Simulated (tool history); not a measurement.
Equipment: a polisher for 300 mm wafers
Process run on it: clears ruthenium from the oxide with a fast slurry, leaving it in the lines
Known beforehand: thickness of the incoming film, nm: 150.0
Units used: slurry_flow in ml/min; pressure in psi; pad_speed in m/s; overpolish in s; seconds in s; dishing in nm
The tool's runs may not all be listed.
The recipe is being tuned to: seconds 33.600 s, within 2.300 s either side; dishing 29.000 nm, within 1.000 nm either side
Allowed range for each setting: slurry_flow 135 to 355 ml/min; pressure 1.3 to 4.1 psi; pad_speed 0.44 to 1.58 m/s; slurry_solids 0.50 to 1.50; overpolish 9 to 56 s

{"run": 1, "hour": 0.0, "slurry_flow": 225, "pressure": 2.7, "pad_speed": 1.0, "slurry_solids": 1.0, "overpolish": 29, "seconds": 33.609, "dishing": 74.802}
{"run": 2, "hour": 8.2, "slurry_flow": 225, "pressure": 2.6, "pad_speed": 0.94, "slurry_solids": 1.0, "overpolish": 26, "seconds": 36.844, "dishing": 64.817}
{"run": 3, "hour": 11.8, "slurry_flow": 225, "pressure": 2.6, "pad_speed": 0.94, "slurry_solids": 0.8, "overpolish": 26, "seconds": 39.188, "dishing": 61.013}
{"run": 4, "hour": 16.5, "slurry_flow": 225, "pressure": 2.6, "pad_speed": 0.8, "slurry_solids": 0.8, "overpolish": 26, "seconds": 45.059, "dishing": 55.513}
{"run": 5, "hour": 21.0, "slurry_flow": 225, "pressure": 2.6, "pad_speed": 0.8, "slurry_solids": 0.8, "overpolish": 15, "seconds": 43.759, "dishing": 35.177}
{"run": 6, "hour": 23.6, "slurry_flow": 225, "pressure": 2.6, "pad_speed": 0.8, "slurry_solids": 1.0, "overpolish": 15, "seconds": 42.406, "dishing": 37.922}
{"run": 7, "hour": 30.9, "slurry_flow": 235, "pressure": 2.8, "pad_speed": 0.76, "slurry_solids": 0.9, "overpolish": 14, "seconds": 41.39, "dishing": 35.348}
{"run": 8, "hour": 32.5, "slurry_flow": 245, "pressure": 3.0, "pad_speed": 0.74, "slurry_solids": 0.85, "overpolish": 13, "seconds": 40.93, "dishing": 34.361}
{"run": 9, "hour": 37.6, "slurry_flow": 265, "pressure": 3.2, "pad_speed": 0.72, "slurry_solids": 0.8, "overpolish": 12, "seconds": 40.315, "dishing": 32.148}
{"run": 10, "hour": 41.9, "slurry_flow": 280, "pressure": 3.4, "pad_speed": 0.72, "slurry_solids": 0.8, "overpolish": 11, "seconds": 36.876, "dishing": 31.435}
{"run": 11, "hour": 46.7, "slurry_flow": 285, "pressure": 3.5, "pad_speed": 0.72, "slurry_solids": 0.8, "overpolish": 11, "seconds": 35.921, "dishing": 32.365}
{"run": 12, "hour": 48.6, "slurry_flow": 295, "pressure": 3.6, "pad_speed": 0.7, "slurry_solids": 0.8, "overpolish": 11, "seconds": 35.31, "dishing": 33.191}
{"run": 13, "hour": 55.8, "slurry_flow": 305, "pressure": 3.7, "pad_speed": 0.68, "slurry_solids": 0.75, "overpolish": 11, "seconds": 35.374, "dishing": 32.34}
{"run": 14, "hour": 63.5, "slurry_flow": 315, "pressure": 3.8, "pad_speed": 0.66, "slurry_solids": 0.75, "overpolish": 11, "seconds": 35.65, "dishing": 32.029}
{"run": 15, "hour": 65.2, "slurry_flow": 320, "pressure": 3.9, "pad_speed": 0.66, "slurry_solids": 0.75, "overpolish": 11, "seconds": 36.425, "dishing": 32.963}
{"run": 16, "hour": 73.5, "slurry_flow": 295, "pressure": 3.9, "pad_speed": 0.66, "slurry_solids": 0.7, "overpolish": 11, "seconds": 36.275, "dishing": 32.795}

Which one of the following 5 next-run settings gets every result inside its allowed miss? There is exactly one.
{"run": "A", "hour": 81.8, "slurry_flow": 320, "pressure": 4.1, "pad_speed": 0.7, "slurry_solids": 0.65, "overpolish": 9, "seconds": "?", "dishing": "?"}
{"run": "B", "hour": 81.8, "slurry_flow": 290, "pressure": 3.8, "pad_speed": 0.68, "slurry_solids": 0.6, "overpolish": 15, "seconds": "?", "dishing": "?"}
{"run": "C", "hour": 81.8, "slurry_flow": 310, "pressure": 4.1, "pad_speed": 0.6, "slurry_solids": 0.55, "overpolish": 11, "seconds": "?", "dishing": "?"}
{"run": "D", "hour": 81.8, "slurry_flow": 355, "pressure": 3.3, "pad_speed": 0.74, "slurry_solids": 0.8, "overpolish": 9, "seconds": "?", "dishing": "?"}
{"run": "E", "hour": 81.8, "slurry_flow": 255, "pressure": 4.1, "pad_speed": 0.72, "slurry_solids": 0.65, "overpolish": 13, "seconds": "?", "dishing": "?"}

move=A seconds=35.090 dishing=28.797
move=B seconds=40.331 dishing=39.835
move=C seconds=42.529 dishing=29.014
move=D seconds=37.849 dishing=26.904
move=E seconds=35.085 dishing=39.709
A: meets every target
B: misses by more than the last run did
C: brings the last run's worst result on target, with another outside its allowed miss
D: takes the biggest miss from the last run beyond its target
E: misses by more than the last run did
Correct choice: A, which meets every target
